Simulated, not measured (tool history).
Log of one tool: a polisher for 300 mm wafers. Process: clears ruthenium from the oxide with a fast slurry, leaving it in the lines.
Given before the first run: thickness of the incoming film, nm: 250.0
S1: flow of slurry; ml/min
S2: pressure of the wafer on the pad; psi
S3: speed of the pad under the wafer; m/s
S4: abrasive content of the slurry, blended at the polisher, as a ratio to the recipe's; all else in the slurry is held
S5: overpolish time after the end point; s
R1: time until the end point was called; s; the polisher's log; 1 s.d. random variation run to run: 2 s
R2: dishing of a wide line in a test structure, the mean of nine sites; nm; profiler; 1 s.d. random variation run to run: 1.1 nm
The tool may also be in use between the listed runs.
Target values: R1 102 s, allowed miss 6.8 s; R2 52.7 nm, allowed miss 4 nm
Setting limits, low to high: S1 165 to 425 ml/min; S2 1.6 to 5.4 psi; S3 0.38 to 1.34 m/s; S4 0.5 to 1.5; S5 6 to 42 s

| run | day | S1 | S2 | S3 | S4 | S5 | R1 | R2 |
|---|---|---|---|---|---|---|---|---|
| 1 | 0 | 275 | 3.5 | 0.86 | 1 | 21 | 69.874 | 58.987 |
| 2 | 0.25 | 275 | 3.2 | 0.86 | 1 | 22 | 73.027 | 59.307 |
| 3 | 0.421 | 275 | 2.9 | 0.84 | 1 | 23 | 79.791 | 54.129 |
| 4 | 0.6 | 275 | 2.9 | 0.84 | 0.8 | 23 | 96.609 | 47.494 |
| 5 | 0.625 | 275 | 3.8 | 0.84 | 0.8 | 23 | 76.039 | 58.211 |
| 6 | 0.946 | 275 | 4.2 | 0.84 | 0.8 | 23 | 70.888 | 61.079 |
| 7 | 1.079 | 275 | 3.9 | 0.82 | 0.8 | 24 | 79.602 | 60.216 |
| 8 | 1.212 | 275 | 3.7 | 0.82 | 0.8 | 24 | 79.025 | 55.57 |
| 9 | 1.433 | 275 | 3.4 | 0.82 | 0.8 | 26 | 84.802 | 60.318 |
| 10 | 1.65 | 275 | 3.2 | 0.82 | 0.8 | 26 | 89.62 | 54.554 |
|  | 1.804 | slurry blender recalibrated |
| 11 | 1.804 | 275 | 3.2 | 0.82 | 0.8 | 26 | 65.804 | 73.448 |
| 12 | 2.083 | 270 | 3 | 0.72 | 0.75 | 26 | 78.23 | 63.08 |
| 13 | 2.417 | 270 | 2.7 | 0.76 | 0.75 | 26 | 83.045 | 57.549 |
| 14 | 2.604 | 280 | 2.4 | 0.82 | 0.75 | 27 | 88.129 | 57.829 |

Below are 4 possible settings for the next run. Only one of them brings all results inside the allowed miss of their targets. Which is it?
| A | 2.792 | 200 | 2.4 | 0.86 | 0.8 | 20 | ? | ? |
| B | 2.792 | 240 | 2.4 | 0.84 | 1 | 17 | ? | ? |
| C | 2.792 | 230 | 4.4 | 0.42 | 1.3 | 17 | ? | ? |
| D | 2.792 | 340 | 1.6 | 1.04 | 0.7 | 28 | ? | ? |

| move | R1 | R2 |
|---|---|---|
| A | 79.518 | 49.7 |
| B | 69.267 | 48.636 |
| C | 60.741 | 54.569 |
| D | 98.313 | 55.402 |
A: moves away from the targets compared with the last run
B: moves away from the targets compared with the last run
C: moves away from the targets compared with the last run
D: all results land within tolerance of their targets
Go with D: it meets all targets.
